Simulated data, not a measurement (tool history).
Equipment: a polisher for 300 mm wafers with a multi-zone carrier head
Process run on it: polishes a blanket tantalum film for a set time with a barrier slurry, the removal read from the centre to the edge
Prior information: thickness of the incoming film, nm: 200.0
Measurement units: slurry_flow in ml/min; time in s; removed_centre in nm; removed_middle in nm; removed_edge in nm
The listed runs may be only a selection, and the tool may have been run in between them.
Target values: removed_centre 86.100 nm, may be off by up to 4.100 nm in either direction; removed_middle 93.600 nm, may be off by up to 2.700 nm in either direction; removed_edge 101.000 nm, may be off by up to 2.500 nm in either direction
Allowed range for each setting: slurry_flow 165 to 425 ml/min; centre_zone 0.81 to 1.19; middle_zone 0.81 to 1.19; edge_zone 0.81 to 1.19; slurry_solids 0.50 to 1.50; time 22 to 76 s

run	hour	slurry_flow	centre_zone	middle_zone	edge_zone	slurry_solids	time	removed_centre	removed_middle	removed_edge
1	0.0	275	1.00	1.00	1.00	1.00	49	74.494	76.221	75.947
2	3.1	280	0.99	1.00	1.03	1.10	49	76.196	78.005	79.725
3	5.8	285	0.98	1.01	1.05	1.15	49	77.535	80.528	80.602
4	11.1	350	0.98	1.01	1.05	1.15	49	80.248	80.124	82.296
5	12.1	350	0.98	1.01	1.00	1.15	49	78.099	81.808	81.495
6	15.9	355	0.96	1.01	1.02	1.20	50	79.114	83.329	84.175
7	22.7	360	0.95	1.01	1.04	1.25	51	80.373	85.712	88.538
8	28.4	360	0.95	1.01	1.05	1.30	51	81.108	87.662	88.651
9	31.8	365	0.94	1.00	1.06	1.35	51	82.229	88.324	90.377
10	35.6	370	0.91	1.00	1.16	1.50	52	81.685	91.191	96.468

4 next moves are on the table. One of them brings every result within its allowed miss. Which?
A	39.4	415	0.97	1.00	1.11	1.50	50	?	?	?
B	39.4	350	0.93	1.07	1.10	1.50	50	?	?	?
C	39.4	380	0.87	0.93	1.02	1.40	57	?	?	?
D	39.4	375	0.98	0.94	1.04	1.50	51	?	?	?

move	removed_centre	removed_middle	removed_edge
A	89.305	88.702	91.627
B	84.356	92.684	90.277
C	89.130	93.119	99.402
D	91.211	85.223	90.837
A: misses by more than the last run did
B: misses by more than the last run did
C: every result lands within tolerance
D: misses by more than the last run did
C is the move that brings every result within its allowed miss.
